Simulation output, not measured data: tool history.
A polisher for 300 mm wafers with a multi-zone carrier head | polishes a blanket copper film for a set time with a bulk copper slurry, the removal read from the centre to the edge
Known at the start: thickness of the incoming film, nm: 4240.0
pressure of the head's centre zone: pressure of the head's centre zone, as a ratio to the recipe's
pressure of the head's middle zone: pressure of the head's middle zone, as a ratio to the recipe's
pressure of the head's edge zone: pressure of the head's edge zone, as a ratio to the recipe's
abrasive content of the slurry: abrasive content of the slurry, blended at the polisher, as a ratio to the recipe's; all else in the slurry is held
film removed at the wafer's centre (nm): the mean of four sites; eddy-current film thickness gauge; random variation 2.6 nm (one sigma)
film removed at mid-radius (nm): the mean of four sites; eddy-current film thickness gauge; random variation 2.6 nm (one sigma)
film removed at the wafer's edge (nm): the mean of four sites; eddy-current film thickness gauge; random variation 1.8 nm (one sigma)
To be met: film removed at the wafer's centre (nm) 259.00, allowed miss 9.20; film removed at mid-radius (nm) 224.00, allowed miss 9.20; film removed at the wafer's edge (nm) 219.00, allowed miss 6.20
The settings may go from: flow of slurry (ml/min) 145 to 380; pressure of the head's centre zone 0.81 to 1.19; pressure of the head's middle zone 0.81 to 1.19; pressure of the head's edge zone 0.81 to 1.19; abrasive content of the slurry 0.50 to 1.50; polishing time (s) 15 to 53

run    day  flow of slurry (ml/min)  pressure of the head's centre zone  pressure of the head's middle zone  pressure of the head's edge zone  abrasive content of the slurry  polishing time (s)  film removed at the wafer's centre (nm)  film removed at mid-radius (nm)  film removed at the wafer's edge (nm)
  1  0.000                      245                                1.00                                1.00                              1.00                            1.00                  34                                   350.77                           367.64                                 348.89
  2  0.333                      245                                1.00                                0.97                              1.00                            1.00                  34                                   360.41                           358.48                                 351.30
  3  0.354                      245                                1.00                                1.03                              1.00                            1.00                  34                                   348.45                           364.23                                 349.34
  4  0.567                      235                                1.03                                0.98                              0.98                            0.85                  30                                   303.97                           297.52                                 291.70
  5  0.629                      275                                1.03                                0.98                              0.98                            0.85                  30                                   307.29                           310.05                                 296.38
  6  0.967                      255                                1.05                                0.95                              0.93                            0.75                  29                                   291.98                           269.70                                 266.48
  7  1.104                      250                                1.06                                0.95                              0.89                            0.65                  29                                   280.01                           259.26                                 252.47
  8  1.421                      245                                1.07                                0.94                              0.86                            0.60                  29                                   275.02                           248.50                                 239.21
  9  1.771                      230                                1.07                                0.93                              0.84                            0.55                  29                                   269.43                           243.77                                 229.77
 10  2.092                      220                                1.07                                0.91                              0.83                            0.55                  29                                   271.71                           240.26                                 226.80

Which of these 5 next moves meets every target?
  A  2.412                      255                                1.01                                0.96                              0.82                            0.50                  30                                        ?                                ?                                      ?
  B  2.412                      205                                1.14                                0.94                              0.90                            0.50                  28                                        ?                                ?                                      ?
  C  2.412                      145                                1.15                                1.04                              0.81                            0.90                  26                                        ?                                ?                                      ?
  D  2.412                      145                                1.18                                1.13                              0.81                            0.60                  29                                        ?                                ?                                      ?
  E  2.412                      325                                1.13                                0.84                              0.94                            0.50                  28                                        ?                                ?                                      ?

move  film removed at the wafer's centre (nm)  film removed at mid-radius (nm)  film removed at the wafer's edge (nm)
   A                                   255.33                           251.90                                 229.53
   B                                   259.97                           226.02                                 219.93
   C                                   277.61                           261.78                                 225.11
   D                                   282.32                           278.89                                 223.16
   E                                   269.91                           214.66                                 231.87
A: further off than the last run
B: meets every target
C: further off than the last run
D: further off than the last run
E: takes the result that was furthest off past its target
Move B is the one to make.
